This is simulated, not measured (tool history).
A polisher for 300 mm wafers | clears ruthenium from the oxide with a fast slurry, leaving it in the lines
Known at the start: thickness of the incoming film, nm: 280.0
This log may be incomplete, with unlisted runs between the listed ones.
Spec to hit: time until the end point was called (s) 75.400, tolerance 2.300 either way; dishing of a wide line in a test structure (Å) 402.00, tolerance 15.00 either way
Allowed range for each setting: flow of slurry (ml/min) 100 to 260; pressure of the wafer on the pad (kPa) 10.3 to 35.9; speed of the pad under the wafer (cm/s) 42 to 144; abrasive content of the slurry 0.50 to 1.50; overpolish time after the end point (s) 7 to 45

run  hour  flow of slurry (ml/min)  pressure of the wafer on the pad (kPa)  speed of the pad under the wafer (cm/s)  abrasive content of the slurry  overpolish time after the end point (s)  time until the end point was called (s)  dishing of a wide line in a test structure (Å)
  1   0.0                      165                                    22.8                                       92                            1.00                                       23                                   65.236                                          703.34
  2   8.9                      175                                    22.1                                       92                            1.00                                       21                                   66.564                                          652.94
  3  13.7                      175                                    22.1                                       92                            1.15                                       21                                   61.696                                          684.04
  4  19.0                      210                                    22.1                                       92                            1.15                                       21                                   60.646                                          691.45
  5  25.2                      230                                    22.1                                       92                            1.15                                       21                                   58.766                                          710.00
  6  27.8                      230                                    20.7                                       92                            1.15                                       19                                   62.708                                          625.32
  7  34.8                      230                                    20.0                                       92                            1.15                                       18                                   64.565                                          575.34
  8  35.8                      225                                    19.3                                       92                            1.15                                       17                                   66.091                                          532.39
  9  38.3                      220                                    18.6                                       92                            1.15                                       16                                   68.122                                          499.95
 10  41.7                      190                                    16.5                                       92                            1.15                                       12                                   77.009                                          348.53
 11  48.7                      195                                    16.5                                       92                            1.15                                       12                                   75.661                                          352.58
 12  49.6                      200                                    16.5                                       92                            1.15                                       12                                   76.663                                          351.96
 13  57.3                      205                                    16.5                                       92                            1.15                                       12                                   76.076                                          351.42
 14  58.5                      210                                    16.5                                       92                            1.15                                       12                                   75.421                                          349.66

Which single option among these 4 for the next run brings every result within its allowed miss of target? Just one does.
  A  59.7                      225                                    15.9                                       94                            1.15                                       14                                        ?                                               ?
  B  59.7                      260                                    15.9                                       90                            1.15                                       11                                        ?                                               ?
  C  59.7                      140                                    13.1                                      110                            1.35                                       10                                        ?                                               ?
  D  59.7                      185                                    20.7                                       74                            1.30                                       12                                        ?                                               ?

move  time until the end point was called (s)  dishing of a wide line in a test structure (Å)
   A                                   75.818                                          401.92
   B                                   77.800                                          315.48
   C                                   76.101                                          294.90
   D                                   75.535                                          350.93
A: in spec on every target
B: its largest miss is bigger than the last run's
C: its largest miss is bigger than the last run's
D: about the same distance from the targets as the last run
A is the move that brings every result within its allowed miss.
